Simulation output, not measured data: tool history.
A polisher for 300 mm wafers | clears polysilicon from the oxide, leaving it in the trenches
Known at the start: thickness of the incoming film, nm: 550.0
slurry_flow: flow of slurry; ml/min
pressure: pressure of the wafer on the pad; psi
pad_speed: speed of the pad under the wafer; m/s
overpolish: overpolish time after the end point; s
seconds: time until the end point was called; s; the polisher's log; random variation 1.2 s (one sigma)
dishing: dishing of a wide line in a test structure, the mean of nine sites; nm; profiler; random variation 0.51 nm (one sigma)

run 1 hour=0.0 | slurry_flow=260 pressure=2.5 pad_speed=1.04 overpolish=15 | seconds=39.024 dishing=44.682
run 2 hour=2.6 | slurry_flow=260 pressure=3.1 pad_speed=1.04 overpolish=15 | seconds=33.170 dishing=44.525
run 3 hour=9.9 | slurry_flow=260 pressure=3.1 pad_speed=0.88 overpolish=15 | seconds=38.137 dishing=45.284
run 4 hour=18.3 | slurry_flow=240 pressure=2.7 pad_speed=0.90 overpolish=13 | seconds=41.322 dishing=44.305
run 5 hour=23.8 | slurry_flow=220 pressure=2.4 pad_speed=0.88 overpolish=11 | seconds=45.462 dishing=41.535
run 6 hour=26.8 | slurry_flow=220 pressure=2.1 pad_speed=0.88 overpolish=11 | seconds=53.358 dishing=40.169
run 7 hour=29.3 | slurry_flow=215 pressure=1.9 pad_speed=0.88 overpolish=10 | seconds=56.942 dishing=40.136

The next listed run, before its measurement:
run 8 hour=37.2 | slurry_flow=205 pressure=1.7 pad_speed=0.90 overpolish=9 | seconds=? dishing=?

Run 8 gave seconds 62.501 s, dishing 37.528 nm.
